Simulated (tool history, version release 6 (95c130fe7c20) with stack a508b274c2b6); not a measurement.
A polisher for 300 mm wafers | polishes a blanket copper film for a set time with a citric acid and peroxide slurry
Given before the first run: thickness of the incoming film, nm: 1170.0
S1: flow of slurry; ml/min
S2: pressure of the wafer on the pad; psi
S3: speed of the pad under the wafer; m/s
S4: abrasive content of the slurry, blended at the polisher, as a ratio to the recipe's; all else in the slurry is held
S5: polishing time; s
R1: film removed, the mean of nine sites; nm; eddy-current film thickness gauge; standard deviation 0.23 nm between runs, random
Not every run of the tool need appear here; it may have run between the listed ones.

| run | hour | S1 | S2 | S3 | S4 | S5 | R1 |
|---|---|---|---|---|---|---|---|
| 1 | 0 | 285 | 2.7 | 1.1 | 1 | 20 | 35.918 |
| 2 | 1.8 | 285 | 2.6 | 1.1 | 1 | 20 | 34.452 |
| 3 | 5 | 285 | 2.6 | 1.1 | 1 | 18 | 30.703 |
| 4 | 9.8 | 285 | 2.6 | 1.32 | 1 | 18 | 36.116 |
| 5 | 12.3 | 285 | 2.5 | 1.32 | 1 | 18 | 34.621 |
| 6 | 15.8 | 285 | 2.5 | 1.48 | 1 | 18 | 38.14 |

The next listed run, before its measurement:
| 7 | 22.4 | 285 | 2.3 | 1.48 | 1 | 18 | ? |

For run 7 the tool returned R1 35.616 nm.
